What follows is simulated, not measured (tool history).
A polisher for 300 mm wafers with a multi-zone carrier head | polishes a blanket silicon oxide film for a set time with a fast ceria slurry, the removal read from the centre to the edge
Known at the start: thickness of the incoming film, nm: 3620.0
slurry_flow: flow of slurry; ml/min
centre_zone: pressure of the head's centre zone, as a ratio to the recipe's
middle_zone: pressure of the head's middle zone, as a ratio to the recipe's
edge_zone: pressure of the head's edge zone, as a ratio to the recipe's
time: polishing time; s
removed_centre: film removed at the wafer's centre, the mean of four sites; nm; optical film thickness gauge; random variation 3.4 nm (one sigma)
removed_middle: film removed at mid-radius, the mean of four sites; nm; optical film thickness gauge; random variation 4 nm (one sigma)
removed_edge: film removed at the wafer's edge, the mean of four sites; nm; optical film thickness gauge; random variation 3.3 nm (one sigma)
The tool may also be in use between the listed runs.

{"run": 1, "hour": 0.0, "slurry_flow": 275, "centre_zone": 1, "middle_zone": 1, "edge_zone": 1, "time": 35, "removed_centre": 497.31, "removed_middle": 489.61, "removed_edge": 487.3}
{"run": 2, "hour": 8.6, "slurry_flow": 270, "centre_zone": 0.96, "middle_zone": 1, "edge_zone": 0.97, "time": 31, "removed_centre": 416.04, "removed_middle": 441.25, "removed_edge": 420.95}
{"run": 3, "hour": 10.8, "slurry_flow": 265, "centre_zone": 0.93, "middle_zone": 0.98, "edge_zone": 0.95, "time": 29, "removed_centre": 377.95, "removed_middle": 408.86, "removed_edge": 400.3}
{"run": 4, "hour": 14.5, "slurry_flow": 265, "centre_zone": 0.93, "middle_zone": 0.98, "edge_zone": 0.88, "time": 29, "removed_centre": 373.06, "removed_middle": 403.42, "removed_edge": 390.13}
{"run": 5, "hour": 22.0, "slurry_flow": 265, "centre_zone": 1.01, "middle_zone": 0.98, "edge_zone": 0.88, "time": 29, "removed_centre": 415.77, "removed_middle": 396.63, "removed_edge": 393.28}
{"run": 6, "hour": 29.8, "slurry_flow": 265, "centre_zone": 1.06, "middle_zone": 0.98, "edge_zone": 0.88, "time": 29, "removed_centre": 439.5, "removed_middle": 404.22, "removed_edge": 387.82}
{"run": 7, "hour": 32.2, "slurry_flow": 260, "centre_zone": 1.02, "middle_zone": 0.99, "edge_zone": 0.88, "time": 27, "removed_centre": 387.78, "removed_middle": 370.44, "removed_edge": 361.36}
{"run": 8, "hour": 36.1, "slurry_flow": 250, "centre_zone": 0.99, "middle_zone": 1, "edge_zone": 0.87, "time": 26, "removed_centre": 357.5, "removed_middle": 361.04, "removed_edge": 349.35}
{"hour": 42.8, "done": "worn pad replaced by a new one"}
{"run": 9, "hour": 42.8, "slurry_flow": 240, "centre_zone": 0.97, "middle_zone": 1.01, "edge_zone": 0.86, "time": 25, "removed_centre": 367.5, "removed_middle": 375.67, "removed_edge": 359.55}
{"run": 10, "hour": 44.7, "slurry_flow": 270, "centre_zone": 0.95, "middle_zone": 1, "edge_zone": 0.85, "time": 24, "removed_centre": 343.83, "removed_middle": 364.42, "removed_edge": 342.27}
{"run": 11, "hour": 52.9, "slurry_flow": 270, "centre_zone": 0.85, "middle_zone": 0.96, "edge_zone": 0.82, "time": 20, "removed_centre": 259.51, "removed_middle": 294.75, "removed_edge": 287.09}
{"run": 12, "hour": 54.6, "slurry_flow": 270, "centre_zone": 0.86, "middle_zone": 0.97, "edge_zone": 0.83, "time": 20, "removed_centre": 264.41, "removed_middle": 295.37, "removed_edge": 280.55}
{"run": 13, "hour": 61.1, "slurry_flow": 265, "centre_zone": 0.86, "middle_zone": 0.98, "edge_zone": 0.84, "time": 20, "removed_centre": 259.21, "removed_middle": 296.12, "removed_edge": 286.54}
{"run": 14, "hour": 67.2, "slurry_flow": 265, "centre_zone": 0.87, "middle_zone": 0.99, "edge_zone": 0.84, "time": 20, "removed_centre": 262.96, "removed_middle": 294.04, "removed_edge": 285.53}
{"run": 15, "hour": 72.0, "slurry_flow": 265, "centre_zone": 0.87, "middle_zone": 1, "edge_zone": 0.84, "time": 20, "removed_centre": 269.8, "removed_middle": 301.85, "removed_edge": 287.41}
{"run": 16, "hour": 79.2, "slurry_flow": 260, "centre_zone": 0.87, "middle_zone": 1.01, "edge_zone": 0.84, "time": 20, "removed_centre": 265.42, "removed_middle": 300.5, "removed_edge": 287.17}
{"run": 17, "hour": 84.4, "slurry_flow": 260, "centre_zone": 0.87, "middle_zone": 1.02, "edge_zone": 0.84, "time": 20, "removed_centre": 261.84, "removed_middle": 307.14, "removed_edge": 284.09}
{"run": 18, "hour": 90.2, "slurry_flow": 260, "centre_zone": 0.87, "middle_zone": 1.02, "edge_zone": 0.84, "time": 20, "removed_centre": 258.15, "removed_middle": 303.53, "removed_edge": 288.25}

Run 19 comes next. What will it give?
{"run": 19, "hour": 92.2, "slurry_flow": 260, "centre_zone": 0.88, "middle_zone": 1.02, "edge_zone": 0.84, "time": 20, "removed_centre": "?", "removed_middle": "?", "removed_edge": "?"}

{"run 19": {"removed_centre": 264.77, "removed_middle": 307.29, "removed_edge": 279.27}}
